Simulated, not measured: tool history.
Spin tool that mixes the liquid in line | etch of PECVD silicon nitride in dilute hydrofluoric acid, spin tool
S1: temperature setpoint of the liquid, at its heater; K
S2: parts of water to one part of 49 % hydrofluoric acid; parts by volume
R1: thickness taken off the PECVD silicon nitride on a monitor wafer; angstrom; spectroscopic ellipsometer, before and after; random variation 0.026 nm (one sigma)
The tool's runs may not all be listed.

Run 1, hour 0.0: S1 294.15 K, S2 180 parts by volume, time under the liquid (s) 320. Result: R1 50.450 angstrom.
Run 2, hour 6.7: S1 290.65 K, S2 180 parts by volume, time under the liquid (s) 320. Result: R1 40.008 angstrom.
Run 3, hour 10.3: S1 290.65 K, S2 135 parts by volume, time under the liquid (s) 320. Result: R1 52.296 angstrom.
Run 4, hour 12.2: S1 290.65 K, S2 135 parts by volume, time under the liquid (s) 345. Result: R1 57.208 angstrom.
Run 5, hour 19.7: S1 290.65 K, S2 135 parts by volume, time under the liquid (s) 320. Result: R1 52.859 angstrom.
Run 6, hour 22.1: S1 290.65 K, S2 150 parts by volume, time under the liquid (s) 320. Result: R1 47.049 angstrom.
Run 7, hour 29.8: S1 290.65 K, S2 160 parts by volume, time under the liquid (s) 320. Result: R1 44.502 angstrom.
Run 8, hour 37.0: S1 290.65 K, S2 170 parts by volume, time under the liquid (s) 320. Result: R1 42.031 angstrom.
Run 9, hour 45.5: S1 290.65 K, S2 175 parts by volume, time under the liquid (s) 320. Result: R1 41.033 angstrom.
Run 10, hour 54.3: S1 290.65 K, S2 180 parts by volume, time under the liquid (s) 320. Result: R1 40.213 angstrom.
Run 11, hour 62.0: S1 290.65 K, S2 185 parts by volume, time under the liquid (s) 320. Result: R1 38.999 angstrom.

The next listed run, before its measurement:
Run 12, hour 63.6: S1 290.65 K, S2 190 parts by volume, time under the liquid (s) 320. Result: R1 ?.

Run 12 gave R1 37.632 angstrom.
